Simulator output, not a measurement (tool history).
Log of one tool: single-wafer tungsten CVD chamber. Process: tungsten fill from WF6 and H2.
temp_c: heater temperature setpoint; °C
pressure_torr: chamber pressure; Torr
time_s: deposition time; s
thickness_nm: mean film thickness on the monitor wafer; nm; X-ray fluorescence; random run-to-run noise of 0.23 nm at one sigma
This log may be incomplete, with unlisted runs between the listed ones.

run,hour,temp_c,pressure_torr,time_s,thickness_nm
1,0.0,400,39.9,14.0,45.861
2,1.2,400,39.9,14.0,45.919
3,4.1,403,40.1,14.0,48.506
4,8.1,405,40.2,14.0,50.819
5,9.9,407,40.3,14.0,52.715
6,11.1,407,40.3,14.0,53.200
7,14.6,408,40.4,14.0,53.938
8,18.6,409,40.5,14.0,55.159

What does the tool deliver on the next run?
9,20.5,410,40.5,14.0,?

{"run 9": {"thickness_nm": 56.15}}
